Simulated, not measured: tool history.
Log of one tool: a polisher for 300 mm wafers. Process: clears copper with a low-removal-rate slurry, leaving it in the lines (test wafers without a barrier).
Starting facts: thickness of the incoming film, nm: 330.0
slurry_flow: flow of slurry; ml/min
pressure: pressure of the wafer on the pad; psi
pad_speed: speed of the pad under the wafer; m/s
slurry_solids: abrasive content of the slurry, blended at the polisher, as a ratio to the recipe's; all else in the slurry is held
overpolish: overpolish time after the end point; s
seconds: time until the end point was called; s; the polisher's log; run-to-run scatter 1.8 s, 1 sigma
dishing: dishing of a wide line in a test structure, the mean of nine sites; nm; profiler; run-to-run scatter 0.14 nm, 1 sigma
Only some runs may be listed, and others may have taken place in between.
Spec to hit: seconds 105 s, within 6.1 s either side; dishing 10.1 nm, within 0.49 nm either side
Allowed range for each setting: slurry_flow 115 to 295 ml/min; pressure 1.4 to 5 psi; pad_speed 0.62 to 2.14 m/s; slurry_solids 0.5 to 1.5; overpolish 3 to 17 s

run 1 day=0 | slurry_flow=190 pressure=3.2 pad_speed=1.38 slurry_solids=1 overpolish=9 | seconds=82 dishing=27.11
run 2 day=0.258 | slurry_flow=190 pressure=3.2 pad_speed=1.56 slurry_solids=1 overpolish=9 | seconds=73.68 dishing=30.048
run 3 day=0.571 | slurry_flow=195 pressure=3 pad_speed=1.48 slurry_solids=1.05 overpolish=8 | seconds=79.827 dishing=24.914
run 4 day=0.929 | slurry_flow=195 pressure=3 pad_speed=1.48 slurry_solids=1.25 overpolish=8 | seconds=76.753 dishing=26.273
run 5 day=1.167 | slurry_flow=215 pressure=2.8 pad_speed=1.44 slurry_solids=1.1 overpolish=7 | seconds=83.472 dishing=20.874
run 6 day=1.488 | slurry_flow=245 pressure=2.8 pad_speed=1.44 slurry_solids=1.1 overpolish=7 | seconds=81.911 dishing=21.15
run 7 day=1.671 | slurry_flow=255 pressure=2.6 pad_speed=1.44 slurry_solids=1.05 overpolish=6 | seconds=90.782 dishing=16.804
run 8 day=1.742 | slurry_flow=260 pressure=2.5 pad_speed=1.44 slurry_solids=1.05 overpolish=5 | seconds=90.683 dishing=14.334
run 9 day=2 | slurry_flow=260 pressure=2.4 pad_speed=1.44 slurry_solids=1.05 overpolish=5 | seconds=98.021 dishing=13.148
run 10 day=2.162 | slurry_flow=260 pressure=2.4 pad_speed=1.46 slurry_solids=1.05 overpolish=5 | seconds=96.141 dishing=13.695
run 11 day=2.371 | slurry_flow=265 pressure=2.3 pad_speed=1.48 slurry_solids=1 overpolish=4 | seconds=98.969 dishing=10.852
run 12 day=2.442 | slurry_flow=260 pressure=2.3 pad_speed=1.48 slurry_solids=1 overpolish=4 | seconds=98.742 dishing=10.617
run 13 day=2.604 | slurry_flow=255 pressure=2.3 pad_speed=1.48 slurry_solids=1 overpolish=4 | seconds=96.999 dishing=10.622

Below are 5 possible settings for the next run. Only one of them brings all results inside the allowed miss of their targets. Which is it?
run A day=2.767 | slurry_flow=270 pressure=2.1 pad_speed=1.44 slurry_solids=0.8 overpolish=5 | seconds=? dishing=?
run B day=2.767 | slurry_flow=295 pressure=2.1 pad_speed=1.4 slurry_solids=0.85 overpolish=5 | seconds=? dishing=?
run C day=2.767 | slurry_flow=245 pressure=2.4 pad_speed=1.54 slurry_solids=1 overpolish=4 | seconds=? dishing=?
run D day=2.767 | slurry_flow=285 pressure=2.1 pad_speed=1.36 slurry_solids=1.05 overpolish=5 | seconds=? dishing=?
run E day=2.767 | slurry_flow=240 pressure=2.6 pad_speed=1.26 slurry_solids=1 overpolish=4 | seconds=? dishing=?

move=A seconds=114.35 dishing=11.487
move=B seconds=114.99 dishing=11.426
move=C seconds=91.762 dishing=11.484
move=D seconds=112.97 dishing=11.619
move=E seconds=104.31 dishing=10.18
A: moves the result that the last run missed by most past its target, out the other side
B: moves the result that the last run missed by most past its target, out the other side
C: misses by more than the last run did
D: moves the result that the last run missed by most past its target, out the other side
E: every result lands within tolerance
The right move is E.
